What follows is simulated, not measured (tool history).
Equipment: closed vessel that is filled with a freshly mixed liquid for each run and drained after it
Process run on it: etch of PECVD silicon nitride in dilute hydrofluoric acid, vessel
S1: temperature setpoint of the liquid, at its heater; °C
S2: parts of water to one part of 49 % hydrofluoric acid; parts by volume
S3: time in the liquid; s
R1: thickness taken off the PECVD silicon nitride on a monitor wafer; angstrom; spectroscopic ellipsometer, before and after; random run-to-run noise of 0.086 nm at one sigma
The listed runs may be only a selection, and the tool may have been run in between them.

run  hour    S1   S2    S3      R1
  1     0    24  250  2365  235.71
  2   5.7    22  255  2365  205.16
  3  13.5  20.5  260  2365  182.53
  4  16.3  19.5  260  2365   170.6
  5  21.7  18.5  260  2365  160.18
     25.8  -- thermometer replaced
  6  25.8    20  260  2365  195.24
  7  30.5    19  275  2365  173.21

Forecast run 8:
  8  32.9  18.5  295  2365   ?

Logged for run 8: R1 157.99 angstrom.
